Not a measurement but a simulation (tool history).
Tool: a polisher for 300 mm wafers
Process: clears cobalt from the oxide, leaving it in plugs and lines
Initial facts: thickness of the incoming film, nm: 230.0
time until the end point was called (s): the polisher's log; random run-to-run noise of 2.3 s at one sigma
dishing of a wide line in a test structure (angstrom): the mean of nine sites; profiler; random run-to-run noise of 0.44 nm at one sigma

| run | hour | flow of slurry (ml/min) | pressure of the wafer on the pad (psi) | speed of the pad under the wafer (m/s) | overpolish time after the end point (s) | time until the end point was called (s) | dishing of a wide line in a test structure (angstrom) |
|---|---|---|---|---|---|---|---|
| 1 | 0 | 295 | 1.2 | 1.1 | 24 | 77.997 | 391.81 |
| 2 | 4.5 | 295 | 1.3 | 1.1 | 24 | 71.8 | 404.87 |
| 3 | 6 | 295 | 1.1 | 1.1 | 24 | 81.664 | 378.17 |
| 4 | 14.9 | 295 | 1 | 1.02 | 28 | 98.977 | 382.55 |
| 5 | 16.3 | 295 | 0.9 | 1 | 30 | 109.13 | 372.9 |
| 6 | 21.4 | 295 | 0.9 | 1.14 | 30 | 95.701 | 401.78 |

The next listed run, before its measurement:
| 7 | 23.4 | 295 | 0.8 | 1.1 | 32 | ? | ? |

Run 7 gave time until the end point was called (s) 106.19, dishing of a wide line in a test structure (angstrom) 380.44.
